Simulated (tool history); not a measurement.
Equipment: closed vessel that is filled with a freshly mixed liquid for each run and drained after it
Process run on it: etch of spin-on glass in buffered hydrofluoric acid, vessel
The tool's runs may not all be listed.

run	day	temperature setpoint of the liquid (C)	parts of 40 % ammonium fluoride to one part of 49 % hydrofluoric acid (parts by volume)	time in the liquid (s)	thickness taken off the spin-on glass on a monitor wafer (Å)
1	0.000	24.0	14	85	1388.4
2	0.088	24.0	16	85	1199.3
3	0.371	23.5	16	85	1172.2
4	0.625	23.0	16	85	1137.7
5	0.971	22.5	16	85	1108.9
6	1.150	22.5	16	85	1113.7
7	1.458	22.0	16	85	1082.9
8	1.700	21.5	16	85	1055.7

Run 9 comes next. What will it give?
9	2.017	21.0	16	85	?

Run 9 measured thickness taken off the spin-on glass on a monitor wafer (Å) 1021.0.
